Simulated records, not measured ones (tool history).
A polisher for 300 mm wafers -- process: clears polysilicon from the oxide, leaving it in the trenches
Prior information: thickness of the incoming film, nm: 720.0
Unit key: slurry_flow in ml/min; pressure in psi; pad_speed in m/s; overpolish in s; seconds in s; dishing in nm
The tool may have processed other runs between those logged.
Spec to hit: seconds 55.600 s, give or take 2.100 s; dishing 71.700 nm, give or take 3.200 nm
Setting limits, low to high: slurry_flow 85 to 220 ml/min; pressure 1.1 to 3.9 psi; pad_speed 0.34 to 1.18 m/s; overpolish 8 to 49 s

run	hour	slurry_flow	pressure	pad_speed	overpolish	seconds	dishing
1	0.0	140	2.5	0.76	25	90.100	70.983
2	4.7	145	2.8	0.76	22	81.054	68.958
3	8.9	145	2.8	0.82	22	75.375	70.116
4	14.0	145	2.8	0.82	32	75.345	72.216
5	16.4	145	2.8	0.96	32	63.976	72.716
6	23.8	150	2.9	0.96	31	62.315	73.847
7	26.0	145	3.0	0.96	28	59.715	74.527
8	31.2	155	3.0	0.96	25	58.975	72.396
9	33.3	160	3.0	0.96	24	60.108	72.083

Which single option among these 5 for the next run brings every result within its allowed miss of target? Just one does.
A	35.4	195	2.2	1.18	22	?	?
B	35.4	95	3.6	0.86	30	?	?
C	35.4	160	3.5	0.88	19	?	?
D	35.4	165	2.5	0.96	49	?	?
E	35.4	160	3.2	0.88	21	?	?

move	seconds	dishing
A	62.920	71.375
B	59.633	73.052
C	54.803	71.310
D	69.571	73.443
E	59.819	71.405
A: further off than the last run
B: moves toward the targets from the last run without getting all of them in spec
C: all results land within tolerance of their targets
D: further off than the last run
E: moves toward the targets from the last run without getting all of them in spec
Answer: C

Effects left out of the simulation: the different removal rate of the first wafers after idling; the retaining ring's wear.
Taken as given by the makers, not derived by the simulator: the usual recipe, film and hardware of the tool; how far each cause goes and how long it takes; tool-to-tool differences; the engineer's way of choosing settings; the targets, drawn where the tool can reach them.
